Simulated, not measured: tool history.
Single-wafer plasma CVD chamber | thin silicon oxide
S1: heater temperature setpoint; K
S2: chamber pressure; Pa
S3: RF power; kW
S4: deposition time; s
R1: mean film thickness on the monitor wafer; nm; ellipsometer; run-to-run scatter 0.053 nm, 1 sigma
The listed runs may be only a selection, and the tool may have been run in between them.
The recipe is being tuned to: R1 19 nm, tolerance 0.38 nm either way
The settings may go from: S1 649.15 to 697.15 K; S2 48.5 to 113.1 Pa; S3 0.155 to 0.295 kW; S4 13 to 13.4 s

| run | hour | S1 | S2 | S3 | S4 | R1 |
|---|---|---|---|---|---|---|
| 1 | 0 | 673.15 | 80.8 | 0.225 | 13 | 15.312 |
| 2 | 1.2 | 673.15 | 84.7 | 0.225 | 13 | 16.046 |
| 3 | 2.9 | 673.15 | 87.9 | 0.225 | 13 | 16.532 |
| 4 | 5.3 | 681.15 | 87.9 | 0.225 | 13 | 16.479 |
| 5 | 9.6 | 681.15 | 80.3 | 0.225 | 13 | 15.151 |
| 6 | 14.4 | 681.15 | 80.3 | 0.225 | 13.4 | 15.571 |
| 7 | 19.3 | 681.15 | 84.3 | 0.225 | 13.4 | 16.277 |
| 8 | 20.5 | 681.15 | 87.5 | 0.225 | 13.4 | 17.03 |
| 9 | 21.6 | 681.15 | 89.6 | 0.225 | 13.4 | 17.264 |
| 10 | 25.8 | 681.15 | 91.7 | 0.225 | 13.4 | 17.736 |
| 11 | 27.3 | 681.15 | 93.2 | 0.225 | 13.4 | 18.044 |
| 12 | 33.8 | 681.15 | 94.3 | 0.225 | 13.4 | 18.287 |
| 13 | 36.7 | 681.15 | 95.1 | 0.225 | 13.4 | 18.346 |
| 14 | 42.9 | 681.15 | 95.9 | 0.225 | 13.4 | 18.494 |
| 15 | 48.4 | 681.15 | 96.5 | 0.225 | 13.4 | 18.578 |
| 16 | 56.1 | 681.15 | 96.5 | 0.225 | 13.4 | 18.551 |

5 candidate next runs follow, results not yet known. Just one meets every target within its allowed miss. Identify it.
| A | 63.8 | 676.15 | 97.6 | 0.215 | 13.2 | ? |
| B | 63.8 | 671.15 | 91.9 | 0.22 | 13.4 | ? |
| C | 63.8 | 680.15 | 100.9 | 0.215 | 13 | ? |
| D | 63.8 | 681.15 | 102 | 0.22 | 13.1 | ? |
| E | 63.8 | 680.15 | 102.3 | 0.19 | 13.4 | ? |

| move | R1 |
|---|---|
| A | 18.147 |
| B | 17.654 |
| C | 18.407 |
| D | 18.944 |
| E | 17.948 |
A: the biggest miss grows against the last run
B: the biggest miss grows against the last run
C: the biggest miss grows against the last run
D: all results land within tolerance of their targets
E: the biggest miss grows against the last run
Answer: D
